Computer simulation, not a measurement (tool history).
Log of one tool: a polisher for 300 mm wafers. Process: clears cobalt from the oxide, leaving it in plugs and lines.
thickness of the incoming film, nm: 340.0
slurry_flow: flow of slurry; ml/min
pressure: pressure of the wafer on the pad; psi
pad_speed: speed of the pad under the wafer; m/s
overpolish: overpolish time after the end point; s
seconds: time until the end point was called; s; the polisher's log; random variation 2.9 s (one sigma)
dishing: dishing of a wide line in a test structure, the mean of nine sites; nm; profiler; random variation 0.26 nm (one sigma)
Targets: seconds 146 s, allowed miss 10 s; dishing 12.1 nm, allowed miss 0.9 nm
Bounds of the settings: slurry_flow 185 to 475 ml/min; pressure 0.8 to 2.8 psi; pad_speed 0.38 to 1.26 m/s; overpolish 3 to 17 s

run,hour,slurry_flow,pressure,pad_speed,overpolish,seconds,dishing
1,0,305,1.8,0.82,9,87.999,21.655
2,0.6,265,1.8,0.82,9,89.951,20.545
3,9.2,265,1.7,0.82,9,91.376,21.103
4,18,265,1.7,0.8,9,91.271,20.374
5,20.2,265,1.7,0.6,9,122.65,16.389
6,21.5,265,1.7,0.7,9,111.15,18.949
7,30.5,265,1.3,0.6,5,164.65,8.127
8,35.4,265,1.4,0.58,7,156.22,11.161

Which of these 5 next moves meets every target?
A,40.3,320,1.7,0.52,6,?,?
B,40.3,210,1.4,0.64,7,?,?
C,40.3,345,2,0.52,5,?,?
D,40.3,270,1.5,0.68,6,?,?
E,40.3,210,1.7,0.66,5,?,?

move,seconds,dishing
A,138.19,11.006
B,141.05,12.302
C,117.43,10.817
D,122.05,12.198
E,113.54,11.125
A: further off than the last run
B: meets every target
C: further off than the last run
D: brings the result that was furthest off to its target, and leaves another outside
E: further off than the last run
The right move is B.
